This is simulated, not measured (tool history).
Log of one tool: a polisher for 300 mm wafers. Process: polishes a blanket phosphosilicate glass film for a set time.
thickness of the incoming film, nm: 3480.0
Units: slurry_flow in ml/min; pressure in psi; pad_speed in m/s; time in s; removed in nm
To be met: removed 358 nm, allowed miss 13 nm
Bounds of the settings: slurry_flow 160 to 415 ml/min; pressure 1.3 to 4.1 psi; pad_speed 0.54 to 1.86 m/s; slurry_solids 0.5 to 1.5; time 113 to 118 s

run	hour	slurry_flow	pressure	pad_speed	slurry_solids	time	removed
1	0	265	2.7	1.18	1	113	767.17
2	8.5	265	2.7	1.18	1	113	767.75
3	9.9	265	2.7	1.18	1	113	750.91
4	10.6	265	2.7	0.92	1	113	653.01
5	15.2	265	2.3	0.92	1	113	584.12
6	19.5	265	2.3	0.92	1	113	572.15
7	26.5	265	2	0.86	1	113	492.17
8	34.9	265	1.8	0.84	1	113	445.35
9	39.2	265	1.8	0.84	1	113	438.81
10	42.1	265	1.8	0.84	1	113	439.32
11	48.3	265	1.7	0.84	1	113	418.73
12	57.2	265	1.6	0.84	1	113	397.44
13	60.6	265	1.5	0.84	1	113	383.63

Which of these 4 next moves meets every target?
A	64	265	1.7	0.74	1	113	?
B	64	260	1.4	0.94	1	117	?
C	64	215	1.4	1.04	0.8	115	?
D	64	265	1.4	0.84	1	115	?

move	removed
A	382.01
B	386.21
C	373.08
D	355.78
A: nearer than the last run, and not there yet
B: further off than the last run
C: nearer than the last run, and not there yet
D: meets every target
Answer: D
